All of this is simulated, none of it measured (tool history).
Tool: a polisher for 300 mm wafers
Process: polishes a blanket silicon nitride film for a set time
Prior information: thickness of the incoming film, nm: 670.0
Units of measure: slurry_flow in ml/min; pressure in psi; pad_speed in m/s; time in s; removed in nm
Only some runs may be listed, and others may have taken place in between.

run  hour  slurry_flow  pressure  pad_speed  time  removed
  1     0          140       4.4       0.98    59   137.71
  2   7.9          155       4.4       0.98    59   142.78
  3  16.3          155       4.4       1.06    59   149.93
  4    20          155       5.2       1.06    59   177.28
  5  27.2          140       4.2       0.96    59   131.84
  6  32.8          140       4.2       1.16    59   151.92
  7  40.9          130       3.5       1.02    59   113.43
  8  49.8          120         3       0.96    59   90.805
  9  51.5          110       2.7       0.96    59   81.631

Predict the results of run 10:
 10  56.2          105       2.5       0.96    59        ?

removed: 74.36 nm
